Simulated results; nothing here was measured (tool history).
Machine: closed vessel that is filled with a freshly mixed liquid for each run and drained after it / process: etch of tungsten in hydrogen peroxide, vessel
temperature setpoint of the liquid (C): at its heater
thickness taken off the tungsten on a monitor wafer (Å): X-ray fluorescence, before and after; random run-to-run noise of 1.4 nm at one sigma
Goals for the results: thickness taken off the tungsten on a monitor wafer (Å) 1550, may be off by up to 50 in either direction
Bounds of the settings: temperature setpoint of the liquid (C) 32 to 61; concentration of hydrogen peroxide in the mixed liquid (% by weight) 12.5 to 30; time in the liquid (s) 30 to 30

| run | hour | temperature setpoint of the liquid (C) | concentration of hydrogen peroxide in the mixed liquid (% by weight) | time in the liquid (s) | thickness taken off the tungsten on a monitor wafer (Å) |
|---|---|---|---|---|---|
| 1 | 0 | 45 | 23.5 | 30 | 698.18 |
| 2 | 4.9 | 47 | 23.5 | 30 | 788.37 |
| 3 | 12.7 | 48.5 | 23.5 | 30 | 874.63 |
| 4 | 20.4 | 49.5 | 23.5 | 30 | 907.59 |
| 5 | 27.9 | 49.5 | 23.5 | 30 | 919.18 |
| 6 | 36.7 | 50.5 | 23.5 | 30 | 973.66 |
| 7 | 44.7 | 51.5 | 23.5 | 30 | 1032.7 |
| 8 | 52.2 | 52.5 | 23.5 | 30 | 1089.8 |
| 9 | 59.4 | 53.5 | 23.5 | 30 | 1170.2 |
| 10 | 66.9 | 54 | 23.5 | 30 | 1210.2 |
| 11 | 71.2 | 54.5 | 23.5 | 30 | 1242.5 |
| 12 | 73.7 | 55 | 23.5 | 30 | 1268.2 |
| 13 | 78.5 | 55.5 | 23.5 | 30 | 1333.1 |
| 14 | 80 | 56 | 23.5 | 30 | 1388.1 |
| 15 | 89 | 57 | 23.5 | 30 | 1444.9 |
| 16 | 92.6 | 57.5 | 23.5 | 30 | 1490.3 |

Consider the 4 candidate settings below. Which is the only one whose results all fall within their allowed miss of target?
| A | 96.2 | 59.5 | 24.5 | 30 | ? |
| B | 96.2 | 58.5 | 25 | 30 | ? |
| C | 96.2 | 59.5 | 22.5 | 30 | ? |
| D | 96.2 | 56 | 30 | 30 | ? |

| move | thickness taken off the tungsten on a monitor wafer (Å) |
|---|---|
| A | 1697.9 |
| B | 1618.7 |
| C | 1627.1 |
| D | 1532.1 |
A: the result that was furthest off in the last run now lies on the other side of its target
B: the result that was furthest off in the last run now lies on the other side of its target
C: the result that was furthest off in the last run now lies on the other side of its target
D: every result within its allowed miss
Correct choice: D, which meets every target
